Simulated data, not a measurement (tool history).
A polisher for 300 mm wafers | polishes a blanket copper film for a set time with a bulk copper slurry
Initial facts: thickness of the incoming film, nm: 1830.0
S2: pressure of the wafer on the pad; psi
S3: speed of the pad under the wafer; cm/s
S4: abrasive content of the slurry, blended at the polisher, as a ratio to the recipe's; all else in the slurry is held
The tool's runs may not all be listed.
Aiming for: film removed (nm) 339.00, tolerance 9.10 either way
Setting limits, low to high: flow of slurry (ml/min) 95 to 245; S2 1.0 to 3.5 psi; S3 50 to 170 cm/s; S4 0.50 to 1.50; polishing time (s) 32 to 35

Run 1, hour 0.0: flow of slurry (ml/min) 155, S2 2.2 psi, S3 110 cm/s, S4 1.00, polishing time (s) 35. Result: film removed (nm) 241.50.
Run 2, hour 6.9: flow of slurry (ml/min) 160, S2 2.3 psi, S3 110 cm/s, S4 1.00, polishing time (s) 35. Result: film removed (nm) 248.22.
Run 3, hour 10.9: flow of slurry (ml/min) 160, S2 2.3 psi, S3 110 cm/s, S4 1.00, polishing time (s) 35. Result: film removed (nm) 253.68.
Run 4, hour 18.4: flow of slurry (ml/min) 165, S2 2.4 psi, S3 110 cm/s, S4 1.00, polishing time (s) 35. Result: film removed (nm) 261.24.
Run 5, hour 25.8: flow of slurry (ml/min) 165, S2 2.5 psi, S3 110 cm/s, S4 1.00, polishing time (s) 35. Result: film removed (nm) 270.24.
Run 6, hour 27.7: flow of slurry (ml/min) 165, S2 2.3 psi, S3 110 cm/s, S4 1.00, polishing time (s) 35. Result: film removed (nm) 248.89.
Run 7, hour 31.3: flow of slurry (ml/min) 165, S2 2.4 psi, S3 110 cm/s, S4 1.00, polishing time (s) 35. Result: film removed (nm) 261.40.
Run 8, hour 34.9: flow of slurry (ml/min) 165, S2 2.5 psi, S3 110 cm/s, S4 1.00, polishing time (s) 35. Result: film removed (nm) 272.55.
Run 9, hour 43.6: flow of slurry (ml/min) 165, S2 2.6 psi, S3 110 cm/s, S4 1.00, polishing time (s) 35. Result: film removed (nm) 278.01.
Run 10, hour 47.0: flow of slurry (ml/min) 165, S2 2.7 psi, S3 110 cm/s, S4 1.00, polishing time (s) 35. Result: film removed (nm) 287.75.
Run 11, hour 53.8: flow of slurry (ml/min) 170, S2 2.8 psi, S3 110 cm/s, S4 1.00, polishing time (s) 35. Result: film removed (nm) 294.14.
Run 12, hour 56.9: flow of slurry (ml/min) 170, S2 2.8 psi, S3 110 cm/s, S4 1.00, polishing time (s) 35. Result: film removed (nm) 298.61.
Run 13, hour 62.2: flow of slurry (ml/min) 175, S2 3.0 psi, S3 110 cm/s, S4 1.00, polishing time (s) 35. Result: film removed (nm) 318.31.
Run 14, hour 70.5: flow of slurry (ml/min) 175, S2 3.1 psi, S3 110 cm/s, S4 1.00, polishing time (s) 35. Result: film removed (nm) 323.36.

Below are 4 possible settings for the next run. Only one of them brings all results inside the allowed miss of their targets. Which is it?
Run A, hour 78.8: flow of slurry (ml/min) 160, S2 2.8 psi, S3 124 cm/s, S4 1.10, polishing time (s) 35. Result: film removed (nm) ?.
Run B, hour 78.8: flow of slurry (ml/min) 220, S2 3.1 psi, S3 116 cm/s, S4 1.20, polishing time (s) 35. Result: film removed (nm) ?.
Run C, hour 78.8: flow of slurry (ml/min) 165, S2 2.6 psi, S3 134 cm/s, S4 1.35, polishing time (s) 35. Result: film removed (nm) ?.
Run D, hour 78.8: flow of slurry (ml/min) 245, S2 3.4 psi, S3 106 cm/s, S4 1.20, polishing time (s) 35. Result: film removed (nm) ?.

move  film removed (nm)
   A             333.03
   B             360.72
   C             353.86
   D             361.04
A: meets every target
B: pushes the last run's worst result past its target
C: pushes the last run's worst result past its target
D: pushes the last run's worst result past its target
Answer: A
